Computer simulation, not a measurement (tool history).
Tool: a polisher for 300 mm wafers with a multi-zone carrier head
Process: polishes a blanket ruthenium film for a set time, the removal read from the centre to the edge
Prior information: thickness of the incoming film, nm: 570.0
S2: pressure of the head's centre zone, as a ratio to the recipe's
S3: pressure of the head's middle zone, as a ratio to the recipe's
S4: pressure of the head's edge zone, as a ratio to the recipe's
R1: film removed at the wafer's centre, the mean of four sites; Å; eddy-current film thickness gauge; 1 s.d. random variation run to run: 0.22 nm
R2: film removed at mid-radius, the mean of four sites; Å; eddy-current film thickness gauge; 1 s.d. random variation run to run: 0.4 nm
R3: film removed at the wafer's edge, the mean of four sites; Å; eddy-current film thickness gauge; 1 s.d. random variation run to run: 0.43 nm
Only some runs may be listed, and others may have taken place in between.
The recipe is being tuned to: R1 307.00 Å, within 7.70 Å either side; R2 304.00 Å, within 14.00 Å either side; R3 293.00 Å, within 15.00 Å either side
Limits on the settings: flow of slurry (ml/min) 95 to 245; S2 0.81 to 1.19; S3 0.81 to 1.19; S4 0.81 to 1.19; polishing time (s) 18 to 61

{"run": 1, "hour": 0.0, "flow of slurry (ml/min)": 155, "S2": 1.0, "S3": 1.0, "S4": 1.0, "polishing time (s)": 39, "R1": 246.83, "R2": 252.17, "R3": 241.63}
{"run": 2, "hour": 5.1, "flow of slurry (ml/min)": 155, "S2": 1.0, "S3": 1.0, "S4": 1.0, "polishing time (s)": 31, "R1": 192.8, "R2": 199.82, "R3": 190.88}
{"run": 3, "hour": 10.4, "flow of slurry (ml/min)": 155, "S2": 1.05, "S3": 1.0, "S4": 1.0, "polishing time (s)": 31, "R1": 202.05, "R2": 200.74, "R3": 191.44}
{"run": 4, "hour": 12.6, "flow of slurry (ml/min)": 155, "S2": 1.05, "S3": 1.0, "S4": 1.0, "polishing time (s)": 26, "R1": 170.61, "R2": 164.53, "R3": 158.54}
{"run": 5, "hour": 16.9, "flow of slurry (ml/min)": 185, "S2": 1.05, "S3": 1.0, "S4": 1.0, "polishing time (s)": 26, "R1": 176.26, "R2": 171.2, "R3": 163.32}
{"run": 6, "hour": 23.4, "flow of slurry (ml/min)": 185, "S2": 1.06, "S3": 1.01, "S4": 1.02, "polishing time (s)": 29, "R1": 201.09, "R2": 192.26, "R3": 179.14}
{"run": 7, "hour": 24.5, "flow of slurry (ml/min)": 175, "S2": 1.05, "S3": 1.01, "S4": 1.04, "polishing time (s)": 32, "R1": 212.54, "R2": 204.69, "R3": 204.4}
{"run": 8, "hour": 32.2, "flow of slurry (ml/min)": 190, "S2": 1.15, "S3": 1.11, "S4": 1.14, "polishing time (s)": 43, "R1": 315.8, "R2": 311.87, "R3": 289.27}
{"run": 9, "hour": 36.5, "flow of slurry (ml/min)": 185, "S2": 1.15, "S3": 1.11, "S4": 1.14, "polishing time (s)": 43, "R1": 318.64, "R2": 315.78, "R3": 284.01}
{"run": 10, "hour": 38.2, "flow of slurry (ml/min)": 185, "S2": 1.14, "S3": 1.1, "S4": 1.15, "polishing time (s)": 43, "R1": 315.09, "R2": 304.02, "R3": 290.98}

4 next moves are on the table. One of them brings every result within its allowed miss. Which?
{"run": "A", "hour": 39.9, "flow of slurry (ml/min)": 210, "S2": 1.19, "S3": 0.94, "S4": 1.19, "polishing time (s)": 43, "R1": "?", "R2": "?", "R3": "?"}
{"run": "B", "hour": 39.9, "flow of slurry (ml/min)": 195, "S2": 1.19, "S3": 1.02, "S4": 1.1, "polishing time (s)": 44, "R1": "?", "R2": "?", "R3": "?"}
{"run": "C", "hour": 39.9, "flow of slurry (ml/min)": 180, "S2": 1.14, "S3": 1.04, "S4": 1.12, "polishing time (s)": 45, "R1": "?", "R2": "?", "R3": "?"}
{"run": "D", "hour": 39.9, "flow of slurry (ml/min)": 190, "S2": 1.1, "S3": 1.09, "S4": 1.14, "polishing time (s)": 43, "R1": "?", "R2": "?", "R3": "?"}

move=A R1=334.28 R2=273.32 R3=296.31
move=B R1=338.32 R2=296.54 R3=288.94
move=C R1=328.22 R2=304.73 R3=295.47
move=D R1=306.42 R2=305.60 R3=286.36
A: lands further from the targets than the last run did
B: lands further from the targets than the last run did
C: lands further from the targets than the last run did
D: every result within its allowed miss
Move D is the one to make.

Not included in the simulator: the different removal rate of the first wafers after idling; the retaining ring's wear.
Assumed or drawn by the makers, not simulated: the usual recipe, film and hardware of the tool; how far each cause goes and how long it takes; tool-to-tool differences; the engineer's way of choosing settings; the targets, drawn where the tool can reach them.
